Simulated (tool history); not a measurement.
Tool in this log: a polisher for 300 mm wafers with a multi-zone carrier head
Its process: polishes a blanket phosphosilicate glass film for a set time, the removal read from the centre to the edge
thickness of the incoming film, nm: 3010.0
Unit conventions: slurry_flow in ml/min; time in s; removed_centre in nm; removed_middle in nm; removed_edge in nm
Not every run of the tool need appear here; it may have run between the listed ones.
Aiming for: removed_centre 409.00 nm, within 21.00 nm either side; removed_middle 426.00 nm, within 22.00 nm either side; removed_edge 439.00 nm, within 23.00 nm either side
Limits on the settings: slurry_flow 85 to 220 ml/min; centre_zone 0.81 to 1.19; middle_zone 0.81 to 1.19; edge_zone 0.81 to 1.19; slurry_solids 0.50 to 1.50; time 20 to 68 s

| run | hour | slurry_flow | centre_zone | middle_zone | edge_zone | slurry_solids | time | removed_centre | removed_middle | removed_edge |
|---|---|---|---|---|---|---|---|---|---|---|
| 1 | 0.0 | 140 | 1.00 | 1.00 | 1.00 | 1.00 | 44 | 583.83 | 574.75 | 564.34 |
| 2 | 3.0 | 140 | 1.05 | 1.00 | 1.00 | 1.00 | 44 | 626.26 | 563.57 | 569.34 |
| 3 | 8.1 | 135 | 1.01 | 0.98 | 0.99 | 0.90 | 44 | 536.30 | 529.17 | 531.84 |
| 4 | 12.1 | 130 | 1.00 | 0.96 | 0.97 | 0.85 | 44 | 528.25 | 497.77 | 526.10 |
| 5 | 19.1 | 130 | 1.00 | 0.96 | 0.90 | 0.85 | 44 | 520.88 | 487.17 | 505.60 |
| 6 | 24.3 | 130 | 0.92 | 0.96 | 0.90 | 0.85 | 44 | 480.08 | 495.76 | 490.89 |
| 7 | 28.1 | 125 | 0.91 | 0.95 | 0.89 | 0.80 | 44 | 462.49 | 467.52 | 469.87 |
| 8 | 33.2 | 120 | 0.89 | 0.94 | 0.89 | 0.80 | 44 | 425.65 | 455.54 | 474.38 |
| 9 | 39.3 | 120 | 0.89 | 0.94 | 0.88 | 0.80 | 44 | 433.35 | 450.88 | 463.00 |
| 10 | 45.1 | 120 | 0.89 | 0.94 | 0.88 | 0.80 | 44 | 443.81 | 467.70 | 473.52 |

4 candidate next runs follow, results not yet known. Just one meets every target within its allowed miss. Identify it.
| A | 50.9 | 140 | 1.02 | 0.86 | 0.82 | 0.80 | 41 | ? | ? | ? |
| B | 50.9 | 100 | 0.81 | 1.15 | 0.98 | 0.95 | 43 | ? | ? | ? |
| C | 50.9 | 125 | 0.89 | 0.91 | 0.89 | 0.75 | 42 | ? | ? | ? |
| D | 50.9 | 110 | 0.84 | 1.07 | 1.03 | 0.80 | 39 | ? | ? | ? |

| move | removed_centre | removed_middle | removed_edge |
|---|---|---|---|
| A | 480.35 | 425.29 | 429.48 |
| B | 395.98 | 572.28 | 501.57 |
| C | 400.21 | 427.71 | 430.08 |
| D | 350.44 | 456.94 | 432.56 |
A: puts the biggest miss on target and leaves a different result outside tolerance
B: the biggest miss grows against the last run
C: in spec on every target
D: the biggest miss grows against the last run
So the answer is move C, the one that meets all the targets.
